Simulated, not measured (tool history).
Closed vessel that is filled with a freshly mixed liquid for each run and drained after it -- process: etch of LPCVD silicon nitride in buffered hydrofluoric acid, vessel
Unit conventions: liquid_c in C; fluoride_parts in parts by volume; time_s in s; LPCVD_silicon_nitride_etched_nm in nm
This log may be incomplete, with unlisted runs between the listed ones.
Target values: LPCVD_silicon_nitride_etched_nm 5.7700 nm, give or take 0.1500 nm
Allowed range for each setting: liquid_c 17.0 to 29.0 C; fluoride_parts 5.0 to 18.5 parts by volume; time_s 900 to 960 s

| run | hour | liquid_c | fluoride_parts | time_s | LPCVD_silicon_nitride_etched_nm |
|---|---|---|---|---|---|
| 1 | 0.0 | 21.0 | 11.5 | 900 | 9.8831 |
| 2 | 7.5 | 21.0 | 9.0 | 900 | 11.8350 |
| 3 | 11.9 | 21.0 | 6.0 | 900 | 17.8510 |
| 4 | 16.6 | 20.5 | 7.0 | 900 | 15.2770 |
| 5 | 20.3 | 20.0 | 8.0 | 900 | 12.6290 |
| 6 | 21.4 | 19.5 | 8.5 | 900 | 11.6450 |
| 7 | 27.9 | 19.0 | 9.0 | 900 | 10.5500 |
| 8 | 29.5 | 18.5 | 9.5 | 900 | 9.8872 |
| 9 | 37.8 | 18.5 | 10.0 | 900 | 9.6276 |
| 10 | 44.6 | 18.5 | 10.5 | 900 | 9.2701 |
| 11 | 46.1 | 18.5 | 11.0 | 900 | 8.6458 |
| 12 | 54.8 | 18.5 | 11.5 | 900 | 8.3833 |
| 13 | 63.0 | 18.5 | 12.0 | 900 | 8.0910 |
| 14 | 64.5 | 18.5 | 12.5 | 900 | 7.8107 |
| 15 | 67.4 | 18.5 | 13.0 | 900 | 7.4628 |
| 16 | 71.4 | 18.5 | 13.5 | 900 | 7.3105 |
| 17 | 76.9 | 17.5 | 14.5 | 900 | 6.3871 |
| 18 | 82.8 | 17.0 | 15.0 | 900 | 5.9816 |

Of the 4 settings listed for the next run, only one would bring every result within its allowed miss of target. Which one?
| A | 88.7 | 17.5 | 16.0 | 910 | ? |
| B | 88.7 | 19.0 | 16.0 | 910 | ? |
| C | 88.7 | 17.0 | 15.5 | 955 | ? |
| D | 88.7 | 19.0 | 16.5 | 905 | ? |

| move | LPCVD_silicon_nitride_etched_nm |
|---|---|
| A | 5.7577 |
| B | 6.2691 |
| C | 6.0589 |
| D | 6.0485 |
A: every result lands within tolerance
B: further off than the last run
C: further off than the last run
D: further off than the last run
Answer: A

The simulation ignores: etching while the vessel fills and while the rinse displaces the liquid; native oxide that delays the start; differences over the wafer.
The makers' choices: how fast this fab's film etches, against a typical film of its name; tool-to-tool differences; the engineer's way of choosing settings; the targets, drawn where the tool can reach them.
